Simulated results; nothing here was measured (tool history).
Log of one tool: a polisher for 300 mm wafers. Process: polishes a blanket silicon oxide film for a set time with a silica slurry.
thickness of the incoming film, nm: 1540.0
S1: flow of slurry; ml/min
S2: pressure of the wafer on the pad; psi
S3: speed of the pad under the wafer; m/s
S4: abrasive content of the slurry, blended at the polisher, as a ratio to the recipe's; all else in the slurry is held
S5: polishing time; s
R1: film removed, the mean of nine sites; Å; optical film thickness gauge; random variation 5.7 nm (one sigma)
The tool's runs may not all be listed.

run 1 day=0.000 | S1=175 S2=4.2 S3=1.16 S4=1.0 S5=94 | R1=3664.4
run 2 day=0.196 | S1=175 S2=4.4 S3=1.16 S4=1.0 S5=94 | R1=3806.1
run 3 day=0.292 | S1=175 S2=4.4 S3=1.16 S4=1.0 S5=98 | R1=4059.7
run 4 day=0.425 | S1=175 S2=4.6 S3=1.16 S4=1.0 S5=98 | R1=4208.1
run 5 day=0.504 | S1=175 S2=4.8 S3=1.16 S4=1.0 S5=98 | R1=4293.5
run 6 day=0.779 | S1=160 S2=4.8 S3=1.16 S4=1.0 S5=98 | R1=4205.7
run 7 day=0.812 | S1=170 S2=4.9 S3=1.16 S4=1.0 S5=98 | R1=4418.7
run 8 day=1.146 | S1=220 S2=6.1 S3=1.18 S4=1.0 S5=98 | R1=5533.0

Forecast run 9:
run 9 day=1.300 | S1=220 S2=6.4 S3=1.20 S4=1.0 S5=98 | R1=?

R1: 5850.1 Å

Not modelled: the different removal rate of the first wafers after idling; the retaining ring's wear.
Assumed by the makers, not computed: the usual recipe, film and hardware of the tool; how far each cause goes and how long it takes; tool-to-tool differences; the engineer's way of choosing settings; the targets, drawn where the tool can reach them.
